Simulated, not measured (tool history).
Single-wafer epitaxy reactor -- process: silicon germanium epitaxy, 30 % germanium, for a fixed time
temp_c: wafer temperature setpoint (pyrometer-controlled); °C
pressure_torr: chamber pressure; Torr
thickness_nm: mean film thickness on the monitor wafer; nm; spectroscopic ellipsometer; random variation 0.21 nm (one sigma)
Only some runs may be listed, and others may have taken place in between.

run,hour,temp_c,pressure_torr,thickness_nm
1,0.0,615,22.3,95.442
2,0.7,615,23.8,97.687
3,5.3,611,23.8,91.527
4,10.7,608,23.8,86.559
5,14.7,608,25.9,90.297
6,21.8,608,27.8,92.793
7,23.8,605,27.5,87.589

Expected results for the next run?
8,32.6,593,26.7,?

thickness_nm: 70.371 nm

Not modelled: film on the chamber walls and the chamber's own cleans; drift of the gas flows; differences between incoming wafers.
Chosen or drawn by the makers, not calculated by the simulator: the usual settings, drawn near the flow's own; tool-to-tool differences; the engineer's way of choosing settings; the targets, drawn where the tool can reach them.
